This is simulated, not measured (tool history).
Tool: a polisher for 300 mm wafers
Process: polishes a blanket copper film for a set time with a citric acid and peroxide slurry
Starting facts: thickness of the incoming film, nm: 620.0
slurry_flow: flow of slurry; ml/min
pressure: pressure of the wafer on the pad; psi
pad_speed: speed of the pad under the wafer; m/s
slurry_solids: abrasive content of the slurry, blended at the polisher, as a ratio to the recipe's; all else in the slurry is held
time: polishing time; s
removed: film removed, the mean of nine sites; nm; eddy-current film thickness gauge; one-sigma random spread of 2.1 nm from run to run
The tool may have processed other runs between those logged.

run	day	slurry_flow	pressure	pad_speed	slurry_solids	time	removed
1	0	145	4.1	1.06	1	47	182.93
2	0.2	155	4.6	1.06	1	47	204.11
3	0.542	155	4.6	1.06	0.85	47	194.57
4	0.696	155	4.6	1.06	0.85	42	173.79
5	1.029	155	4.6	1.06	0.95	42	181.06
6	1.367	155	5.1	1.1	0.95	42	205.87
7	1.529	160	5.4	1.14	0.95	42	220.85
8	1.625	160	5.7	1.18	0.95	42	237.84
9	1.679	165	5.9	1.22	0.95	42	255.57

Run 10, settings as shown, results not yet in. Your forecast:
10	1.85	165	6	1.24	0.95	42	?

{"run 10": {"removed": 265.58}}

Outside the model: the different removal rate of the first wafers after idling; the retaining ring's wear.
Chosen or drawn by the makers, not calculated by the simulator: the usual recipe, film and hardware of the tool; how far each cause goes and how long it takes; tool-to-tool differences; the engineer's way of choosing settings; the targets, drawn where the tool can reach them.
